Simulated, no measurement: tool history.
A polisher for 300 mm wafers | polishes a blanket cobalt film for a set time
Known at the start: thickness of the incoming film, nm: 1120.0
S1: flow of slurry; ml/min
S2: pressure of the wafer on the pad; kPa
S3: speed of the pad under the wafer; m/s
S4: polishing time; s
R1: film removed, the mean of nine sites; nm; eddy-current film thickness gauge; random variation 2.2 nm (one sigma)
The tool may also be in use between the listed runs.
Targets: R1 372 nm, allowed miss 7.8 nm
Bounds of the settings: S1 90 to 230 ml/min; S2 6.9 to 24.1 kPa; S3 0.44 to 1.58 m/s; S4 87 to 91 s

run	hour	S1	S2	S3	S4	R1
1	0	150	15.2	1	87	482.84
2	8.5	120	15.2	1	87	467.8
3	11.2	120	17.2	1	87	529.88
4	13.1	115	16.5	1	87	506.15
5	14.8	90	16.5	1	87	485.32
6	17	90	16.5	1	87	489.25
7	24.4	90	15.9	1	87	472.56
8	25.7	90	15.2	1	87	445.69

5 next moves are on the table. One of them brings every result within its allowed miss. Which?
A	27	100	17.9	0.72	91	?
B	27	105	13.1	0.98	87	?
C	27	95	12.4	0.9	91	?
D	27	95	14.5	0.9	87	?
E	27	90	16.5	0.76	87	?

move	R1
A	406.83
B	389.04
C	350.42
D	388.82
E	372.98
A: nearer than the last run, and not there yet
B: nearer than the last run, and not there yet
C: takes the result that was furthest off past its target
D: nearer than the last run, and not there yet
E: meets every target
Answer: E
